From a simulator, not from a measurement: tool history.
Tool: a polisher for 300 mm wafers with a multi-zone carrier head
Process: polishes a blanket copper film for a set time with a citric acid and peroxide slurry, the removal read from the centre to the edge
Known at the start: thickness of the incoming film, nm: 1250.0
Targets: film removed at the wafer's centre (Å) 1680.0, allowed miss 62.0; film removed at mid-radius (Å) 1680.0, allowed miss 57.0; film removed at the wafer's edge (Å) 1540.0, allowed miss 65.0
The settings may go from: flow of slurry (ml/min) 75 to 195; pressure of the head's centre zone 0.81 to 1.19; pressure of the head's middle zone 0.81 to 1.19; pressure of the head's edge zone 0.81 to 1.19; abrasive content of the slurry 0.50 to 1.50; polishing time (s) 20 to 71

run	day	flow of slurry (ml/min)	pressure of the head's centre zone	pressure of the head's middle zone	pressure of the head's edge zone	abrasive content of the slurry	polishing time (s)	film removed at the wafer's centre (Å)	film removed at mid-radius (Å)	film removed at the wafer's edge (Å)
1	0.000	125	1.00	1.00	1.00	1.00	45	1226.5	1282.3	1305.0
2	0.279	140	1.04	1.04	1.02	1.10	45	1339.6	1359.5	1333.1
3	0.571	150	1.05	1.07	1.04	1.25	46	1430.6	1451.4	1407.0
4	0.742	160	1.06	1.09	1.05	1.30	47	1530.0	1548.6	1463.4
5	0.921	160	1.06	1.09	1.10	1.30	47	1497.4	1513.3	1504.7
6	0.950	170	1.07	1.11	1.09	1.35	47	1542.8	1601.4	1519.9
7	1.100	175	1.09	1.11	1.09	1.35	47	1575.5	1598.4	1485.8
8	1.338	175	1.10	1.11	1.09	1.40	47	1610.2	1567.1	1528.8
9	1.671	180	1.10	1.12	1.08	1.40	47	1613.3	1615.5	1501.7
10	1.975	180	1.10	1.13	1.08	1.40	47	1611.8	1619.4	1493.7

Which of these 4 next moves meets every target?
A	2.279	190	1.05	1.19	1.11	1.35	44	?	?	?
B	2.279	175	1.06	1.12	1.10	1.50	45	?	?	?
C	2.279	195	1.17	1.18	0.97	1.30	46	?	?	?
D	2.279	185	1.10	1.12	1.02	1.50	48	?	?	?

move	film removed at the wafer's centre (Å)	film removed at mid-radius (Å)	film removed at the wafer's edge (Å)
A	1432.5	1593.3	1443.7
B	1483.6	1568.8	1483.5
C	1666.8	1651.1	1411.5
D	1658.3	1687.4	1535.6
A: further off than the last run
B: further off than the last run
C: brings the result that was furthest off to its target, and leaves another outside
D: meets every target
Move D is the one to make.
